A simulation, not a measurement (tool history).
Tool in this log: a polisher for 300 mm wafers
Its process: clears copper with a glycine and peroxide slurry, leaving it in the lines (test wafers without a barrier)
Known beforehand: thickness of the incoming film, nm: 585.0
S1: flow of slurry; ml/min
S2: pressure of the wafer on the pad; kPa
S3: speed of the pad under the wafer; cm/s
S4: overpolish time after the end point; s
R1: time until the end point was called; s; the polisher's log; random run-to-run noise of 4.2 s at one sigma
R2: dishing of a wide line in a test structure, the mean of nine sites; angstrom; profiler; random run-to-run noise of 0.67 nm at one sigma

run 1 hour=0 | S1=315 S2=12.4 S3=120 S4=16 | R1=137.43 R2=424.27
run 2 hour=7.1 | S1=315 S2=12.4 S3=138 S4=16 | R1=124.26 R2=465.92
run 3 hour=15.5 | S1=315 S2=12.4 S3=138 S4=13 | R1=124.67 R2=390.83
run 4 hour=18.9 | S1=315 S2=11 S3=134 S4=16 | R1=140.99 R2=424.1
run 5 hour=23.4 | S1=315 S2=9.7 S3=134 S4=18 | R1=157.42 R2=431.39
run 6 hour=27.7 | S1=380 S2=9.7 S3=134 S4=18 | R1=156.43 R2=435.1
run 7 hour=34.7 | S1=380 S2=9 S3=134 S4=20 | R1=160.61 R2=445.07
run 8 hour=40.5 | S1=375 S2=8.3 S3=132 S4=22 | R1=179.19 R2=464.88

Run 9, settings as shown, results not yet in. Your forecast:
run 9 hour=45.5 | S1=370 S2=6.2 S3=130 S4=26 | R1=? R2=?

R1: 217.08 s
R2: 425.66 angstrom

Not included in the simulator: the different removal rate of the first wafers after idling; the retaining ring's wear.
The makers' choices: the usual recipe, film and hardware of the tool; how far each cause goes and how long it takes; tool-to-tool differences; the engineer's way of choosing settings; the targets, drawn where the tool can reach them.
